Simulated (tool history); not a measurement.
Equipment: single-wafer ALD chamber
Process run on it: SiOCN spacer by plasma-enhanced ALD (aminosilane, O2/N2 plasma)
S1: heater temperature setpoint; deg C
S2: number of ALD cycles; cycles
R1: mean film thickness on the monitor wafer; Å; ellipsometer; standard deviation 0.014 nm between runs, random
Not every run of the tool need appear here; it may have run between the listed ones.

{"run": 1, "hour": 0.0, "S1": 420, "S2": 89, "R1": 46.125}
{"run": 2, "hour": 8.9, "S1": 415, "S2": 89, "R1": 46.949}
{"run": 3, "hour": 16.6, "S1": 413, "S2": 91, "R1": 48.147}
{"run": 4, "hour": 20.7, "S1": 422, "S2": 91, "R1": 47.223}
{"run": 5, "hour": 23.2, "S1": 420, "S2": 93, "R1": 48.466}
{"run": 6, "hour": 25.2, "S1": 418, "S2": 95, "R1": 49.807}
{"run": 7, "hour": 30.6, "S1": 416, "S2": 96, "R1": 50.583}

Run 8, settings as shown, results not yet in. Your forecast:
{"run": 8, "hour": 33.0, "S1": 415, "S2": 97, "R1": "?"}

R1: 51.251 Å
